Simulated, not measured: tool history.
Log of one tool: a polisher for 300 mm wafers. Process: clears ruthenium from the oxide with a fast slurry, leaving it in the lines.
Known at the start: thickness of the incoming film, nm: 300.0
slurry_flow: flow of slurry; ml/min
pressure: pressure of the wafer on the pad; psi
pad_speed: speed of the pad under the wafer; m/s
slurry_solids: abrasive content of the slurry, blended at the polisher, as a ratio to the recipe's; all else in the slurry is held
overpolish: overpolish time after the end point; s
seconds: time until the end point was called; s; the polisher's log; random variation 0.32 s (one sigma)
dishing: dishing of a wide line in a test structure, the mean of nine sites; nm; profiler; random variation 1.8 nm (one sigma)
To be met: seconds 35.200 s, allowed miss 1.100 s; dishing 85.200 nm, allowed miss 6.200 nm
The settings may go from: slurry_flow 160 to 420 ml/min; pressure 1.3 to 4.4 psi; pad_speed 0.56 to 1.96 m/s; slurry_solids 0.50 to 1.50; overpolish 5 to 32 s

run  hour  slurry_flow  pressure  pad_speed  slurry_solids  overpolish  seconds  dishing
  1   0.0          270       2.8       1.26           1.00          16   67.006   50.279
  2   1.7          310       2.8       1.26           1.00          16   66.874   51.677
  3   7.1          285       2.8       1.26           1.00          16   66.391   50.183
  4  12.9          285       3.0       1.26           1.00          16   62.631   51.583
  5  14.8          285       3.0       1.26           1.00          10   63.428   34.874
  6  22.9          285       3.1       1.28           1.00          11   61.651   39.545
  7  27.6          285       3.2       1.32           1.00          12   57.348   42.710
  8  34.1          285       3.3       1.34           1.00          13   54.380   50.489
  9  37.3          285       3.3       1.34           1.00          13   54.258   48.843
 10  45.5          285       3.4       1.36           1.00          13   53.289   51.444

Which of these 4 next moves meets every target?
  A  53.7          330       3.7       1.84           0.90          19        ?        ?
  B  53.7          295       3.8       1.76           1.00          26        ?        ?
  C  53.7          220       2.8       1.28           0.95          10        ?        ?
  D  53.7          340       3.9       1.68           1.25          17        ?        ?

move  seconds  dishing
   A   38.008   84.019
   B   37.363  100.690
   C   67.644   33.405
   D   34.566   83.191
A: nearer than the last run, and not there yet
B: nearer than the last run, and not there yet
C: further off than the last run
D: meets every target
The right move is D.

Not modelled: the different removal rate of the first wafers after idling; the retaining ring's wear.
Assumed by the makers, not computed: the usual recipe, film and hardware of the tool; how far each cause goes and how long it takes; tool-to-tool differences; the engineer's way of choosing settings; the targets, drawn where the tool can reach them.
